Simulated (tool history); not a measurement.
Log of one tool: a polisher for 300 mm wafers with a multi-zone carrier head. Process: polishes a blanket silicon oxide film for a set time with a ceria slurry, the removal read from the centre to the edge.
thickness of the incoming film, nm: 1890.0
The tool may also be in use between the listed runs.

run,hour,flow of slurry (ml/min),pressure of the head's centre zone,pressure of the head's middle zone,pressure of the head's edge zone,polishing time (s),film removed at the wafer's centre (nm),film removed at mid-radius (nm),film removed at the wafer's edge (nm)
1,0.0,315,1.00,1.00,1.00,58,167.95,173.31,166.94
2,7.2,365,1.00,1.00,1.00,58,172.43,175.45,168.71
3,16.0,355,1.02,0.99,0.94,57,171.37,169.00,162.87
4,20.0,355,1.02,0.92,0.94,57,168.23,161.65,162.92
5,24.9,355,1.02,0.92,0.94,67,198.26,189.25,190.24
6,26.1,405,1.02,0.92,0.94,67,198.82,188.53,189.40
7,31.8,410,1.04,0.95,0.90,62,189.95,180.26,171.35
8,38.2,410,1.04,0.95,0.90,62,189.06,181.83,176.23
9,45.0,415,1.07,0.97,0.88,58,184.56,172.77,161.42

Forecast run 10:
10,49.9,420,1.08,0.98,0.87,56,?,?,?

film removed at the wafer's centre (nm): 178.86
film removed at mid-radius (nm): 167.52
film removed at the wafer's edge (nm): 154.69
